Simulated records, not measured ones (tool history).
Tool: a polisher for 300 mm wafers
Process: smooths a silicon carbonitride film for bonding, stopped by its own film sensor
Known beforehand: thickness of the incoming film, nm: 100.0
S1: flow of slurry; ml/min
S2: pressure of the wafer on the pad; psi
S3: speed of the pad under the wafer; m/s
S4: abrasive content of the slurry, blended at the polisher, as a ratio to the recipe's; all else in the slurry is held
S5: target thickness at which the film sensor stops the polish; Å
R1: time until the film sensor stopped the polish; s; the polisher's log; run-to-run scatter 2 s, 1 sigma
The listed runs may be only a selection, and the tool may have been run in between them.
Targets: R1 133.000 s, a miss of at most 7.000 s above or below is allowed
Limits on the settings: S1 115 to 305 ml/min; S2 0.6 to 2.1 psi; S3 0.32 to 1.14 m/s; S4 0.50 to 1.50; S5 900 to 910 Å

Run 1, hour 0.0: S1 195 ml/min, S2 1.3 psi, S3 0.72 m/s, S4 1.00, S5 900 Å. Result: R1 74.813 s.
Run 2, hour 3.9: S1 195 ml/min, S2 1.3 psi, S3 0.72 m/s, S4 1.15, S5 900 Å. Result: R1 69.121 s.
Run 3, hour 11.0: S1 195 ml/min, S2 1.2 psi, S3 0.70 m/s, S4 1.15, S5 900 Å. Result: R1 75.698 s.
Run 4, hour 15.9: S1 195 ml/min, S2 1.1 psi, S3 0.68 m/s, S4 1.15, S5 900 Å. Result: R1 82.845 s.
Run 5, hour 19.5: S1 195 ml/min, S2 1.0 psi, S3 0.66 m/s, S4 1.15, S5 900 Å. Result: R1 96.097 s.
Run 6, hour 22.5: S1 195 ml/min, S2 1.0 psi, S3 0.78 m/s, S4 1.15, S5 900 Å. Result: R1 83.706 s.
Run 7, hour 30.6: S1 195 ml/min, S2 0.9 psi, S3 0.76 m/s, S4 1.15, S5 900 Å. Result: R1 92.863 s.
Run 8, hour 37.0: S1 195 ml/min, S2 0.9 psi, S3 0.74 m/s, S4 1.15, S5 900 Å. Result: R1 94.549 s.

Consider the 4 candidate settings below. Which is the only one whose results all fall within their allowed miss of target?
Run A, hour 43.4: S1 235 ml/min, S2 0.9 psi, S3 0.50 m/s, S4 0.90, S5 900 Å. Result: R1 ?.
Run B, hour 43.4: S1 145 ml/min, S2 1.0 psi, S3 0.68 m/s, S4 1.25, S5 910 Å. Result: R1 ?.
Run C, hour 43.4: S1 230 ml/min, S2 0.6 psi, S3 0.76 m/s, S4 1.15, S5 900 Å. Result: R1 ?.
Run D, hour 43.4: S1 215 ml/min, S2 1.2 psi, S3 0.90 m/s, S4 1.05, S5 910 Å. Result: R1 ?.

move       R1
   A  148.970
   B   85.890
   C  136.920
   D   58.750
A: moves the result that the last run missed by most past its target, out the other side
B: moves away from the targets compared with the last run
C: in spec on every target
D: moves away from the targets compared with the last run
Go with C: it meets all targets.
